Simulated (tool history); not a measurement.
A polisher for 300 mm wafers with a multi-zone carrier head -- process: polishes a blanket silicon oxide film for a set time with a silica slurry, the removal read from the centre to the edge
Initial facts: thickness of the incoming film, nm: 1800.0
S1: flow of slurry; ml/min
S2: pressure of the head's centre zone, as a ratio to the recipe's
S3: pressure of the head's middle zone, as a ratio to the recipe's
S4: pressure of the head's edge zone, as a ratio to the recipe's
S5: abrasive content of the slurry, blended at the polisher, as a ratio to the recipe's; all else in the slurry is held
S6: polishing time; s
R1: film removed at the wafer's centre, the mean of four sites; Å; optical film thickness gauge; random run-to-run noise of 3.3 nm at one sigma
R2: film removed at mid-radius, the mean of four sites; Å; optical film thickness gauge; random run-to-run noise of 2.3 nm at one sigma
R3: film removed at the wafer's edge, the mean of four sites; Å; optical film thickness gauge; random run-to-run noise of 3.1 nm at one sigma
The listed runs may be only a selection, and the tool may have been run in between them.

run,hour,S1,S2,S3,S4,S5,S6,R1,R2,R3
1,0,190,1,1,1,1,89,2264.4,2262.4,2292.2
2,6.8,205,1.04,1.04,1.03,1.15,90,2577.4,2594,2495.2
3,14.4,160,1.04,1.04,1.03,1.15,90,2499.3,2474,2466.7
4,22.5,160,1.04,1.04,1.03,1.15,110,3029.3,3043.5,2992.2
5,31.3,160,1.09,1.04,1.03,1.15,110,3179.4,3013.6,2957.8
6,35.5,160,1.09,1.04,1.06,1.15,110,3172.1,3061.6,3002.1
7,44.3,180,1.1,1.05,1.08,1.15,110,3279.1,3087,3050.3
8,45.6,195,1.1,1.07,1.09,1.15,110,3346,3189,3119.3

Forecast run 9:
9,51.7,210,1.1,1.09,1.09,1.15,110,?,?,?

Run 9 yielded R1 3346.5 Å, R2 3283 Å, R3 3146 Å.
